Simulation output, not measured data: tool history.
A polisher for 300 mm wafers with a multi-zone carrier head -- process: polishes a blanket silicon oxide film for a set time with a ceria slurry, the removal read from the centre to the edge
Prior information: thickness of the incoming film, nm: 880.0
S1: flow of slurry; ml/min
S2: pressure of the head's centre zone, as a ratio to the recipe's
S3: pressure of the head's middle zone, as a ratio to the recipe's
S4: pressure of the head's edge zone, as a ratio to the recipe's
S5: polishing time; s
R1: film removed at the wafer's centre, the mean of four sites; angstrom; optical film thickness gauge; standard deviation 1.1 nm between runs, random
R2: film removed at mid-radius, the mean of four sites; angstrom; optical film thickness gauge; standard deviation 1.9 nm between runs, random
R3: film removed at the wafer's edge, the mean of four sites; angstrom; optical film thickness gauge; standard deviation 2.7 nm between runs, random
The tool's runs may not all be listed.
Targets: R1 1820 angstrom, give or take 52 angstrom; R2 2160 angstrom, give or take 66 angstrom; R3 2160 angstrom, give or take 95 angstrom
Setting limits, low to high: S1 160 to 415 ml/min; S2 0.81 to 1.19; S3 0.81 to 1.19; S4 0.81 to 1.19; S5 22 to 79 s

Run 1, hour 0: S1 265 ml/min, S2 1, S3 1, S4 1, S5 50 s. Result: R1 1465.2 angstrom, R2 1458.1 angstrom, R3 1443.9 angstrom.
Run 2, hour 5.3: S1 265 ml/min, S2 0.98, S3 1.02, S4 1.05, S5 54 s. Result: R1 1563.2 angstrom, R2 1557.1 angstrom, R3 1615.6 angstrom.
Run 3, hour 12.2: S1 275 ml/min, S2 0.95, S3 1.06, S4 1.07, S5 57 s. Result: R1 1592.4 angstrom, R2 1711.2 angstrom, R3 1740.3 angstrom.
Run 4, hour 15.7: S1 275 ml/min, S2 0.95, S3 1.14, S4 1.07, S5 57 s. Result: R1 1588.5 angstrom, R2 1863.7 angstrom, R3 1719.6 angstrom.
Run 5, hour 22.6: S1 285 ml/min, S2 0.94, S3 1.15, S4 1.1, S5 59 s. Result: R1 1673.8 angstrom, R2 1937.5 angstrom, R3 1839.9 angstrom.
At hour 31.4: worn pad replaced by a new one.
Run 6, hour 31.4: S1 285 ml/min, S2 1.03, S3 1.15, S4 1.1, S5 59 s. Result: R1 1935.9 angstrom, R2 2091.6 angstrom, R3 1958 angstrom.
Run 7, hour 36.6: S1 285 ml/min, S2 1.03, S3 1.15, S4 1.1, S5 59 s. Result: R1 1941.8 angstrom, R2 2073.7 angstrom, R3 1954 angstrom.
Run 8, hour 40.5: S1 270 ml/min, S2 1, S3 1.16, S4 1.12, S5 61 s. Result: R1 1931.4 angstrom, R2 2179.8 angstrom, R3 2031.7 angstrom.
Run 9, hour 46.9: S1 270 ml/min, S2 0.98, S3 1.15, S4 1.14, S5 62 s. Result: R1 1945.1 angstrom, R2 2185.5 angstrom, R3 2095.6 angstrom.
Run 10, hour 52.6: S1 270 ml/min, S2 0.96, S3 1.15, S4 1.15, S5 62 s. Result: R1 1911.8 angstrom, R2 2210.7 angstrom, R3 2065.3 angstrom.

Which one of the following 5 next-run settings gets every result inside its allowed miss? There is exactly one.
Run A, hour 58.3: S1 245 ml/min, S2 0.86, S3 1.08, S4 1.15, S5 65 s. Result: R1 ?, R2 ?, R3 ?.
Run B, hour 58.3: S1 280 ml/min, S2 0.93, S3 1.07, S4 1.16, S5 68 s. Result: R1 ?, R2 ?, R3 ?.
Run C, hour 58.3: S1 220 ml/min, S2 0.94, S3 1.18, S4 1.15, S5 66 s. Result: R1 ?, R2 ?, R3 ?.
Run D, hour 58.3: S1 225 ml/min, S2 1.01, S3 1.02, S4 1.14, S5 68 s. Result: R1 ?, R2 ?, R3 ?.
Run E, hour 58.3: S1 260 ml/min, S2 1.07, S3 1.16, S4 1.19, S5 60 s. Result: R1 ?, R2 ?, R3 ?.

move      R1      R2      R3
   A  1827.1    2170  2149.5
   B  2068.2  2288.8  2284.6
   C  1955.9  2340.8  2154.9
   D  2138.5  2135.4  2223.2
   E  2021.5  2144.1  2019.6
A: all results land within tolerance of their targets
B: its largest miss is bigger than the last run's
C: its largest miss is bigger than the last run's
D: its largest miss is bigger than the last run's
E: its largest miss is bigger than the last run's
Answer: A

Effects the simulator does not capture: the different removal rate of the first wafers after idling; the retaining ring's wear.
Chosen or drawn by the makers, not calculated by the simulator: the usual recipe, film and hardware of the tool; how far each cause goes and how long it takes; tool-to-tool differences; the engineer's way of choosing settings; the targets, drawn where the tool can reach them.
